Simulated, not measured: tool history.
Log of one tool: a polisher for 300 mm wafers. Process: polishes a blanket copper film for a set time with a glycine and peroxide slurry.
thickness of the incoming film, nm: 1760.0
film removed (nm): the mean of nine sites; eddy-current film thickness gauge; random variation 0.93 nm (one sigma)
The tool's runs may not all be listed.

run    day  flow of slurry (ml/min)  pressure of the wafer on the pad (kPa)  speed of the pad under the wafer (m/s)  polishing time (s)  film removed (nm)
  1  0.000                      140                                    18.6                                    0.78                  30             136.46
  2  0.075                      160                                    18.6                                    0.78                  30             138.15
  3  0.217                      160                                    20.7                                    0.78                  30             148.33
  4  0.379                      160                                    20.7                                    0.62                  30             131.11
  5  0.704                      160                                    24.1                                    0.62                  30             147.10
  6  0.725                      160                                    24.1                                    0.70                  30             157.99
  7  0.988                      130                                    19.3                                    0.66                  30             127.63

The next listed run, before its measurement:
  8  1.279                      130                                    14.5                                    0.62                  30                  ?

Run 8 gave film removed (nm) 100.34.
